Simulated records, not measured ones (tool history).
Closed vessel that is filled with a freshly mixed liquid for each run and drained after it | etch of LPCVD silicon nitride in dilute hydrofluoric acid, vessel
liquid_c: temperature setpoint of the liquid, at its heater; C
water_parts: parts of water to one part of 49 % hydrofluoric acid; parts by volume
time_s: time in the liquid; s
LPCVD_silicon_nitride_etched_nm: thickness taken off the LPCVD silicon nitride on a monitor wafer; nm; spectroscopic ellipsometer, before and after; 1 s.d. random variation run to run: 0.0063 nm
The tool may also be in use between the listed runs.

| run | day | liquid_c | water_parts | time_s | LPCVD_silicon_nitride_etched_nm |
|---|---|---|---|---|---|
| 1 | 0 | 26 | 175 | 770 | 3.0936 |
| 2 | 0.362 | 26 | 175 | 770 | 3.093 |
| 3 | 0.725 | 27.5 | 175 | 770 | 3.3886 |
| 4 | 0.808 | 25 | 180 | 770 | 2.826 |
| 5 | 0.954 | 23.5 | 185 | 770 | 2.5107 |
| 6 | 1.212 | 23.5 | 185 | 770 | 2.4881 |
| 7 | 1.392 | 22 | 185 | 770 | 2.2606 |

Run 8 comes next. What will it give?
| 8 | 1.546 | 21 | 185 | 770 | ? |

LPCVD_silicon_nitride_etched_nm: 2.1201 nm
